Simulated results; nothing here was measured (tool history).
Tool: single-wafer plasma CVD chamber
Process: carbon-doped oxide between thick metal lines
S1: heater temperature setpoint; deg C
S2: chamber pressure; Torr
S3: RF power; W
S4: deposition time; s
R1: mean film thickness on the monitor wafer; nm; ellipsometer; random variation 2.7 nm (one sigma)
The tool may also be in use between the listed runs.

run	hour	S1	S2	S3	S4	R1
1	0	340	6.61	650	78.3	475.37
2	8.9	338	6.8	660	78.3	487.55
3	16.4	334	6.8	660	78.3	487.37
4	24.6	333	6.99	670	78.3	492.31
5	27.9	333	6.99	670	74.7	472.88
6	35.2	343	6.99	670	74.7	457.93
7	44.2	340	7	690	74.8	471.75
8	45.1	338	7.04	705	74.9	478.1
9	49.6	336	7.08	720	75	492.85
# hour 51.6: thermocouple changed; heater temperature recalibrated
10	51.6	336	7.08	720	75	496.7

Predict the results of run 11:
11	58	334	7.09	725	75	?

Run 11 produced R1 503.34 nm.

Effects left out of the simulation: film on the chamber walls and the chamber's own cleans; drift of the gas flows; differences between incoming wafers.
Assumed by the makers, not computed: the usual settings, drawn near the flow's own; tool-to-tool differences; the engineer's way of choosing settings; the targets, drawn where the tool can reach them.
